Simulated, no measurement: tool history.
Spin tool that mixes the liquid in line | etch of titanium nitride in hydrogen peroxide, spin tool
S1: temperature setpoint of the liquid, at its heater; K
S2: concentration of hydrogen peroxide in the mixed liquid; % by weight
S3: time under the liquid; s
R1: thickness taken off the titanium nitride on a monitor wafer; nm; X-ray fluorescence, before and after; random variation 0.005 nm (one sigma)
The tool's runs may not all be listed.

run	hour	S1	S2	S3	R1
1	0.0	317.15	17.0	45	0.80462
2	3.1	317.15	15.5	45	0.80402
3	10.0	315.65	15.5	45	0.71993
4	12.1	315.65	15.5	45	0.71113
5	16.4	314.65	15.5	45	0.66310
6	19.4	307.65	15.5	45	0.38036
7	19.9	309.15	15.5	45	0.43113
8	23.6	310.15	15.5	45	0.47184
9	24.3	311.15	15.5	45	0.50883
10	27.7	311.65	15.5	45	0.52518

Run 11 comes next. What will it give?
11	32.3	312.15	15.5	45	?

{"run 11": {"R1": 0.54168}}
